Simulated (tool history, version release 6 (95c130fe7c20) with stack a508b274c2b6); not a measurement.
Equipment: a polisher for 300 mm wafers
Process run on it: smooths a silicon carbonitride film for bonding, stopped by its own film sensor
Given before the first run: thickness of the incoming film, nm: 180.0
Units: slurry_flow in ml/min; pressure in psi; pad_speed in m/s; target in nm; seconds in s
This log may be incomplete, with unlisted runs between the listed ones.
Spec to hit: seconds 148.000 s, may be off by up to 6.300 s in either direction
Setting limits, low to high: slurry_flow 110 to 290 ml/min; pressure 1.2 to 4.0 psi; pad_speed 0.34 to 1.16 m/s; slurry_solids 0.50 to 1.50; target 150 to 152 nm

run  hour  slurry_flow  pressure  pad_speed  slurry_solids  target  seconds
  1   0.0          185       2.6       0.74           1.00     152  101.830
  2   8.2          185       2.6       0.74           1.15     152   92.428
  3  16.0          185       2.4       0.74           1.15     152  102.010
  4  19.1          185       2.4       0.88           1.15     152   88.167
  5  25.9          185       2.1       0.88           1.15     152   96.333
  6  32.6          185       1.9       0.86           1.15     152  109.310
  7  34.1          185       1.8       0.86           1.15     152  116.390
  8  42.1          185       1.7       0.86           1.15     152  123.480
  9  50.2          185       1.6       0.86           1.15     152  131.650
 10  53.6          185       1.5       0.86           1.15     152  137.330

5 candidate next runs follow, results not yet known. Just one meets every target within its allowed miss. Identify it.
  A  57.0          200       2.0       0.58           1.10     152        ?
  B  57.0          170       1.7       0.86           1.15     152        ?
  C  57.0          215       1.7       0.84           1.05     152        ?
  D  57.0          220       1.7       0.74           1.35     152        ?
  E  57.0          240       1.6       0.98           1.00     152        ?

move  seconds
   A  144.540
   B  124.080
   C  129.610
   D  124.590
   E  124.260
A: every result lands within tolerance
B: the biggest miss grows against the last run
C: the biggest miss grows against the last run
D: the biggest miss grows against the last run
E: the biggest miss grows against the last run
A meets every target.

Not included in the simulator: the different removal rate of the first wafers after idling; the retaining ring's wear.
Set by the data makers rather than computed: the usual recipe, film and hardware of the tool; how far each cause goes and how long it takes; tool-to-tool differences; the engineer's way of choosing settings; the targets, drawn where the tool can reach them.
